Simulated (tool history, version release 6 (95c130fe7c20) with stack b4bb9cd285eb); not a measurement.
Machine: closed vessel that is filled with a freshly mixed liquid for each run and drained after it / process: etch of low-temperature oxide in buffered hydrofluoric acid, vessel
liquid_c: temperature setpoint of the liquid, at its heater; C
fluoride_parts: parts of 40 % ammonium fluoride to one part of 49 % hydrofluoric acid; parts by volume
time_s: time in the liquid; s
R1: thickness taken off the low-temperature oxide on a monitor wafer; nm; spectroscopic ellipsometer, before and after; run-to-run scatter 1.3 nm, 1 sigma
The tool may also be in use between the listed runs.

{"run": 1, "hour": 0.0, "liquid_c": 24.0, "fluoride_parts": 11, "time_s": 100, "R1": 325.01}
{"run": 2, "hour": 7.9, "liquid_c": 22.5, "fluoride_parts": 11, "time_s": 100, "R1": 299.61}
{"run": 3, "hour": 17.1, "liquid_c": 21.5, "fluoride_parts": 11, "time_s": 100, "R1": 281.72}
{"run": 4, "hour": 22.5, "liquid_c": 21.0, "fluoride_parts": 11, "time_s": 100, "R1": 272.51}
{"run": 5, "hour": 28.4, "liquid_c": 20.5, "fluoride_parts": 11, "time_s": 100, "R1": 268.95}
{"run": 6, "hour": 36.3, "liquid_c": 23.5, "fluoride_parts": 11, "time_s": 100, "R1": 313.65}

Forecast run 7:
{"run": 7, "hour": 38.6, "liquid_c": 19.5, "fluoride_parts": 12, "time_s": 100, "R1": "?"}

R1: 231.49 nm
